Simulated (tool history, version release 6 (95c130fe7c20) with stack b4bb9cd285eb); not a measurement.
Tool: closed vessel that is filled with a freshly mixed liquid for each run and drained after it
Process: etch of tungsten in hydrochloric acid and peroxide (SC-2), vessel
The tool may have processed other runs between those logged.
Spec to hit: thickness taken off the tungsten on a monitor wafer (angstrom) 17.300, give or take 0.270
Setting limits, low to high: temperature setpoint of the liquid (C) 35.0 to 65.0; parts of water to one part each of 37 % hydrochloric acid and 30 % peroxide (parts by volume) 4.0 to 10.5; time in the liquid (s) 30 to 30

run,day,temperature setpoint of the liquid (C),parts of water to one part each of 37 % hydrochloric acid and 30 % peroxide (parts by volume),time in the liquid (s),thickness taken off the tungsten on a monitor wafer (angstrom)
1,0.000,49.0,5.5,30,53.474
2,0.133,49.0,4.0,30,66.547
3,0.238,43.5,4.0,30,45.661
4,0.600,43.5,4.0,30,45.972
5,0.883,41.5,5.0,30,34.026
6,1.167,40.0,5.5,30,28.548
7,1.550,38.5,6.0,30,24.016
8,1.712,37.5,6.0,30,22.382

Below are 5 possible settings for the next run. Only one of them brings all results inside the allowed miss of their targets. Which is it?
A,1.875,36.5,8.0,30,?
B,1.875,35.0,7.0,30,?
C,1.875,39.5,10.5,30,?
D,1.875,36.0,7.5,30,?
E,1.875,35.5,7.0,30,?

move,thickness taken off the tungsten on a monitor wafer (angstrom)
A,16.727
B,16.659
C,16.604
D,16.979
E,17.280
A: moves the result that the last run missed by most past its target, out the other side
B: moves the result that the last run missed by most past its target, out the other side
C: moves the result that the last run missed by most past its target, out the other side
D: moves the result that the last run missed by most past its target, out the other side
E: hits every target within its allowed miss
E meets every target.
